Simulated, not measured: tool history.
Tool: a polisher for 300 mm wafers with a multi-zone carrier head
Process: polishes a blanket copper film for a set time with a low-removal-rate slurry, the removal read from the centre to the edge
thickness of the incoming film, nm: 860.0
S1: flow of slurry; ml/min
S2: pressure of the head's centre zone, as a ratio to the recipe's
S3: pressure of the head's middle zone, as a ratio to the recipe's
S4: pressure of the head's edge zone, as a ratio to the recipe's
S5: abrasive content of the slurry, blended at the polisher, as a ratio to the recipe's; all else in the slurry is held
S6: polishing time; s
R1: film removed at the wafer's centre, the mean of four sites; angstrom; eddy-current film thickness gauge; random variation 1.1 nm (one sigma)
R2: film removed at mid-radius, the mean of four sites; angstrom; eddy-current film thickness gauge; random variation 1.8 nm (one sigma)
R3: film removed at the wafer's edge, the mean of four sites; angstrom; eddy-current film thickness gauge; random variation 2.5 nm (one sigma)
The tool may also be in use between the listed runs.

run 1 hour=0 | S1=205 S2=1 S3=1 S4=1 S5=1 S6=57 | R1=2370.4 R2=2404.5 R3=2406.4
run 2 hour=3.1 | S1=205 S2=1 S3=1 S4=1.08 S5=1 S6=57 | R1=2390.1 R2=2504.7 R3=2467.1
run 3 hour=11.5 | S1=205 S2=1 S3=0.93 S4=1.08 S5=1 S6=57 | R1=2363.3 R2=2317.3 R3=2457.5
run 4 hour=12.8 | S1=205 S2=1 S3=0.93 S4=1.03 S5=1 S6=57 | R1=2378.6 R2=2312.6 R3=2434.9
run 5 hour=18.7 | S1=205 S2=1.08 S3=0.93 S4=1.03 S5=1 S6=57 | R1=2591.4 R2=2306.8 R3=2454
run 6 hour=21.6 | S1=200 S2=1.02 S3=0.93 S4=0.99 S5=0.85 S6=55 | R1=2278.2 R2=2149.7 R3=2215

Forecast run 7:
run 7 hour=29.7 | S1=190 S2=0.96 S3=0.91 S4=0.96 S5=0.75 S6=54 | R1=? R2=? R3=?

R1: 2056.8 angstrom
R2: 1987.1 angstrom
R3: 2078 angstrom

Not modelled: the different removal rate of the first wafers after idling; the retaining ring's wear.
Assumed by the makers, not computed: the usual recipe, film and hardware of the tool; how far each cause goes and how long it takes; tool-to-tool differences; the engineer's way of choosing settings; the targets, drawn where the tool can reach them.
